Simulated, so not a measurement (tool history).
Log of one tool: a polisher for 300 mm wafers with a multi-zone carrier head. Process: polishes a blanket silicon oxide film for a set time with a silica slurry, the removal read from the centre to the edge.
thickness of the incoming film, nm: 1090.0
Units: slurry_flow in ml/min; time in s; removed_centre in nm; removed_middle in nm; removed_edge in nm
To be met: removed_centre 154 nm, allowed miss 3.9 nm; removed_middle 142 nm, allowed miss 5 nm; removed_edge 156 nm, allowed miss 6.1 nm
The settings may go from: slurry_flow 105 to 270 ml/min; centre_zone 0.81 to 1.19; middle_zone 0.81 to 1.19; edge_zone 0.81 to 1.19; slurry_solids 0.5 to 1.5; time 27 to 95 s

{"run": 1, "hour": 0.0, "slurry_flow": 175, "centre_zone": 1, "middle_zone": 1, "edge_zone": 1, "slurry_solids": 1, "time": 61, "removed_centre": 239.75, "removed_middle": 243, "removed_edge": 242.67}
{"run": 2, "hour": 1.9, "slurry_flow": 165, "centre_zone": 0.98, "middle_zone": 0.95, "edge_zone": 0.96, "slurry_solids": 0.85, "time": 58, "removed_centre": 201.89, "removed_middle": 196.93, "removed_edge": 205.9}
{"run": 3, "hour": 6.6, "slurry_flow": 165, "centre_zone": 0.98, "middle_zone": 0.95, "edge_zone": 0.96, "slurry_solids": 1, "time": 58, "removed_centre": 223.22, "removed_middle": 215.83, "removed_edge": 223.5}
{"run": 4, "hour": 11.9, "slurry_flow": 165, "centre_zone": 0.98, "middle_zone": 0.95, "edge_zone": 0.89, "slurry_solids": 1, "time": 58, "removed_centre": 220.69, "removed_middle": 211.96, "removed_edge": 220.6}
{"run": 5, "hour": 14.4, "slurry_flow": 165, "centre_zone": 0.98, "middle_zone": 0.95, "edge_zone": 0.89, "slurry_solids": 1.15, "time": 58, "removed_centre": 237.38, "removed_middle": 236.36, "removed_edge": 236.15}
{"run": 6, "hour": 17.9, "slurry_flow": 165, "centre_zone": 1.06, "middle_zone": 0.95, "edge_zone": 0.89, "slurry_solids": 1.15, "time": 58, "removed_centre": 259.27, "removed_middle": 232.35, "removed_edge": 228.8}
{"run": 7, "hour": 23.2, "slurry_flow": 160, "centre_zone": 1.03, "middle_zone": 0.94, "edge_zone": 0.88, "slurry_solids": 0.95, "time": 57, "removed_centre": 220.89, "removed_middle": 202.07, "removed_edge": 207.83}
{"run": 8, "hour": 26.4, "slurry_flow": 170, "centre_zone": 0.99, "middle_zone": 0.91, "edge_zone": 0.82, "slurry_solids": 0.7, "time": 50, "removed_centre": 155.25, "removed_middle": 145.27, "removed_edge": 141.81}
{"run": 9, "hour": 32.7, "slurry_flow": 160, "centre_zone": 0.99, "middle_zone": 0.9, "edge_zone": 0.86, "slurry_solids": 0.7, "time": 50, "removed_centre": 153.06, "removed_middle": 139.5, "removed_edge": 147.93}
{"run": 10, "hour": 37.8, "slurry_flow": 160, "centre_zone": 0.99, "middle_zone": 0.9, "edge_zone": 0.88, "slurry_solids": 0.7, "time": 50, "removed_centre": 153.56, "removed_middle": 139.5, "removed_edge": 149.46}
{"run": 11, "hour": 39.9, "slurry_flow": 160, "centre_zone": 0.99, "middle_zone": 0.9, "edge_zone": 0.88, "slurry_solids": 0.7, "time": 50, "removed_centre": 152.95, "removed_middle": 140.49, "removed_edge": 148.1}
{"run": 12, "hour": 44.1, "slurry_flow": 160, "centre_zone": 0.99, "middle_zone": 0.9, "edge_zone": 0.9, "slurry_solids": 0.7, "time": 50, "removed_centre": 153.38, "removed_middle": 142.8, "removed_edge": 148.31}
{"run": 13, "hour": 50.5, "slurry_flow": 150, "centre_zone": 0.99, "middle_zone": 0.9, "edge_zone": 0.92, "slurry_solids": 0.7, "time": 50, "removed_centre": 152.51, "removed_middle": 143.06, "removed_edge": 146.43}

5 next moves are on the table. One of them brings every result within its allowed miss. Which?
{"run": "A", "hour": 56.9, "slurry_flow": 105, "centre_zone": 1.04, "middle_zone": 1.02, "edge_zone": 0.93, "slurry_solids": 0.6, "time": 58, "removed_centre": "?", "removed_middle": "?", "removed_edge": "?"}
{"run": "B", "hour": 56.9, "slurry_flow": 135, "centre_zone": 0.97, "middle_zone": 0.87, "edge_zone": 0.92, "slurry_solids": 0.9, "time": 45, "removed_centre": "?", "removed_middle": "?", "removed_edge": "?"}
{"run": "C", "hour": 56.9, "slurry_flow": 105, "centre_zone": 1.07, "middle_zone": 0.95, "edge_zone": 0.87, "slurry_solids": 0.85, "time": 45, "removed_centre": "?", "removed_middle": "?", "removed_edge": "?"}
{"run": "D", "hour": 56.9, "slurry_flow": 110, "centre_zone": 1.04, "middle_zone": 1.06, "edge_zone": 0.93, "slurry_solids": 0.75, "time": 47, "removed_centre": "?", "removed_middle": "?", "removed_edge": "?"}
{"run": "E", "hour": 56.9, "slurry_flow": 105, "centre_zone": 1.11, "middle_zone": 1.03, "edge_zone": 0.84, "slurry_solids": 0.75, "time": 48, "removed_centre": "?", "removed_middle": "?", "removed_edge": "?"}

move=A removed_centre=149.65 removed_middle=149.16 removed_edge=146.43
move=B removed_centre=155.02 removed_middle=144.12 removed_edge=158.28
move=C removed_centre=154.75 removed_middle=141.24 removed_edge=142.92
move=D removed_centre=146.48 removed_middle=150.55 removed_edge=142.44
move=E removed_centre=157.58 removed_middle=148.27 removed_edge=137.84
A: as far off as the last run
B: meets every target
C: further off than the last run
D: further off than the last run
E: further off than the last run
The right move is B.
